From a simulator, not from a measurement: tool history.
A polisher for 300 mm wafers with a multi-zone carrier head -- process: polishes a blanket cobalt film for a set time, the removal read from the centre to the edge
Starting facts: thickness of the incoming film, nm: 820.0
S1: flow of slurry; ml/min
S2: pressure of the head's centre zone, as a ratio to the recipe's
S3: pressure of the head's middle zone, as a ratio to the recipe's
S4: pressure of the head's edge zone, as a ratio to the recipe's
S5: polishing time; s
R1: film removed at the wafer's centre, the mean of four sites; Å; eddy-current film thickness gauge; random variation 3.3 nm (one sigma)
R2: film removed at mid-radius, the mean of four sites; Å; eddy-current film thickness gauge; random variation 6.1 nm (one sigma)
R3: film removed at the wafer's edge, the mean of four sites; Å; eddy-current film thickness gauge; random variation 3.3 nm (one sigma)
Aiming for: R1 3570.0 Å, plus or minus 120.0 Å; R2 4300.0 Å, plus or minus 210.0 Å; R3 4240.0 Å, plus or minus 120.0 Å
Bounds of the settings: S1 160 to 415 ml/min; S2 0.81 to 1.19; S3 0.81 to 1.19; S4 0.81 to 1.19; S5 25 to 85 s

Run 1, hour 0.0: S1 265 ml/min, S2 1.00, S3 1.00, S4 1.00, S5 55 s. Result: R1 2805.9 Å, R2 2792.3 Å, R3 2871.8 Å.
Run 2, hour 3.8: S1 210 ml/min, S2 1.00, S3 1.00, S4 1.00, S5 55 s. Result: R1 2765.7 Å, R2 2792.1 Å, R3 2824.1 Å.
Run 3, hour 6.6: S1 210 ml/min, S2 0.99, S3 1.01, S4 1.02, S5 57 s. Result: R1 2807.9 Å, R2 2799.3 Å, R3 2978.8 Å.
Run 4, hour 14.2: S1 215 ml/min, S2 0.98, S3 1.03, S4 1.02, S5 59 s. Result: R1 2909.9 Å, R2 3064.2 Å, R3 3058.2 Å.
Run 5, hour 19.9: S1 215 ml/min, S2 0.98, S3 0.95, S4 1.02, S5 59 s. Result: R1 2863.9 Å, R2 2878.1 Å, R3 3025.5 Å.
Run 6, hour 28.7: S1 215 ml/min, S2 0.98, S3 0.95, S4 1.02, S5 52 s. Result: R1 2509.0 Å, R2 2451.8 Å, R3 2697.1 Å.
Run 7, hour 30.3: S1 250 ml/min, S2 0.91, S3 1.05, S4 1.12, S5 67 s. Result: R1 3149.4 Å, R2 3460.2 Å, R3 3667.4 Å.
Run 8, hour 32.2: S1 250 ml/min, S2 0.91, S3 1.06, S4 1.12, S5 68 s. Result: R1 3125.1 Å, R2 3591.9 Å, R3 3712.2 Å.
Run 9, hour 33.2: S1 250 ml/min, S2 0.91, S3 1.07, S4 1.12, S5 69 s. Result: R1 3195.4 Å, R2 3672.9 Å, R3 3797.0 Å.
Run 10, hour 40.8: S1 250 ml/min, S2 0.91, S3 1.08, S4 1.12, S5 70 s. Result: R1 3264.8 Å, R2 3815.7 Å, R3 3879.2 Å.
Run 11, hour 45.1: S1 250 ml/min, S2 0.91, S3 1.09, S4 1.13, S5 70 s. Result: R1 3264.2 Å, R2 3858.9 Å, R3 3823.6 Å.
Run 12, hour 53.3: S1 255 ml/min, S2 0.91, S3 1.09, S4 1.13, S5 71 s. Result: R1 3345.3 Å, R2 3778.7 Å, R3 3933.0 Å.

Exactly one of the 5 candidate moves below puts every result within its allowed miss. Which one?
Run A, hour 61.5: S1 270 ml/min, S2 0.90, S3 1.04, S4 1.17, S5 81 s. Result: R1 ?, R2 ?, R3 ?.
Run B, hour 61.5: S1 245 ml/min, S2 0.93, S3 1.18, S4 1.05, S5 74 s. Result: R1 ?, R2 ?, R3 ?.
Run C, hour 61.5: S1 255 ml/min, S2 0.98, S3 1.14, S4 1.00, S5 76 s. Result: R1 ?, R2 ?, R3 ?.
Run D, hour 61.5: S1 235 ml/min, S2 0.90, S3 1.12, S4 1.12, S5 77 s. Result: R1 ?, R2 ?, R3 ?.
Run E, hour 61.5: S1 210 ml/min, S2 0.81, S3 1.19, S4 0.93, S5 80 s. Result: R1 ?, R2 ?, R3 ?.

move      R1      R2      R3
   A  3782.6  4261.2  4574.3
   B  3525.9  4292.2  3916.4
   C  3823.5  4297.5  3943.0
   D  3536.1  4249.2  4197.5
   E  3276.4  4589.8  3937.3
A: the result that was furthest off in the last run now lies on the other side of its target
B: misses by more than the last run did
C: roughly where the last run was
D: hits every target within its allowed miss
E: roughly where the last run was
Answer: D
